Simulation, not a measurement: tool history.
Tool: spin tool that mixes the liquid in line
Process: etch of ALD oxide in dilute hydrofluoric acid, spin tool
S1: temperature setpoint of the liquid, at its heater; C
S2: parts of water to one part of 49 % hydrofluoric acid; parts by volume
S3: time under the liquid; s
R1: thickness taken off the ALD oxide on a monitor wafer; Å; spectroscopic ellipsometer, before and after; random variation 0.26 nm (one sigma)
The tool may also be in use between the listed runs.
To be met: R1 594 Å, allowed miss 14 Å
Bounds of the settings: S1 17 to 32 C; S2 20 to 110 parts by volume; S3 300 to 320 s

run,hour,S1,S2,S3,R1
1,0,24,60,300,453.25
2,6.8,25,60,300,473.11
3,15.7,26,60,300,492.15
4,19.3,26,80,300,355.53
5,21.2,26,60,300,487.25
6,29,26,60,320,526.71
7,30.4,26.5,60,320,532
8,35.3,27,60,320,540.76
9,40.7,27.5,60,320,552.7
10,42.2,28,60,320,566.07

4 next moves are on the table. One of them brings every result within its allowed miss. Which?
A,43.7,28,55,305,?
B,43.7,27.5,60,320,?
C,43.7,27,55,300,?
D,43.7,25,55,320,?

move,R1
A,591.11
B,553.01
C,558.85
D,550.18
A: meets every target
B: further off than the last run
C: further off than the last run
D: further off than the last run
Answer: A
